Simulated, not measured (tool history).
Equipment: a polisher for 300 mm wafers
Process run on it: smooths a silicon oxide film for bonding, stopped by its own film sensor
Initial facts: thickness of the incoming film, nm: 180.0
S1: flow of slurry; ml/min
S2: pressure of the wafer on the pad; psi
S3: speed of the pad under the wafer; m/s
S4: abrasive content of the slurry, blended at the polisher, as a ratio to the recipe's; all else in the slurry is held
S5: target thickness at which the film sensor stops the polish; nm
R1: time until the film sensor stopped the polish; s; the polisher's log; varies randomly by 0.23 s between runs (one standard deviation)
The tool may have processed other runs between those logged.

run  hour   S1   S2    S3    S4   S5      R1
  1   0.0  255  1.9  0.78  1.00  169  18.217
  2   2.6  215  1.9  0.78  1.00  169  18.047
  3   5.1  215  1.8  0.78  1.00  169  19.101
  4   8.7  215  1.8  0.78  1.00  169  19.422
  5  11.4  215  1.8  0.78  1.15  169  17.841
  6  15.1  215  1.7  0.78  1.15  169  19.051
  7  17.1  215  1.7  0.78  1.15  169  18.927

Run 8 comes next. What will it give?
  8  20.4  215  1.6  0.78  1.15  169   ?

R1: 20.144 s
